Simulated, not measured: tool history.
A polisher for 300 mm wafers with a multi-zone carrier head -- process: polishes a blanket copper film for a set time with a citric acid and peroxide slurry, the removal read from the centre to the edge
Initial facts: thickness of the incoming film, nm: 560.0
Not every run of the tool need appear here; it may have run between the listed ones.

run,day,flow of slurry (ml/min),pressure of the head's centre zone,pressure of the head's middle zone,pressure of the head's edge zone,abrasive content of the slurry,polishing time (s),film removed at the wafer's centre (nm),film removed at mid-radius (nm),film removed at the wafer's edge (nm)
1,0.000,290,1.00,1.00,1.00,1.00,75,160.97,158.75,159.56
2,0.062,295,1.02,1.01,1.02,1.05,75,171.48,158.10,164.33
3,0.112,295,1.02,1.01,0.96,1.05,75,166.62,157.71,159.33
4,0.383,295,1.02,1.01,0.96,1.05,64,143.84,135.83,135.21
5,0.629,295,1.02,1.01,0.96,1.20,64,151.14,139.37,141.22
6,0.900,355,1.02,1.01,0.96,1.20,64,151.41,143.93,139.71
7,1.108,320,1.08,1.10,1.06,1.45,81,214.22,207.83,195.84

Forecast run 8:
8,1.354,320,1.08,1.09,1.06,1.45,81,?,?,?

{"run 8": {"film removed at the wafer's centre (nm)": 210.81, "film removed at mid-radius (nm)": 206.0, "film removed at the wafer's edge (nm)": 198.25}}
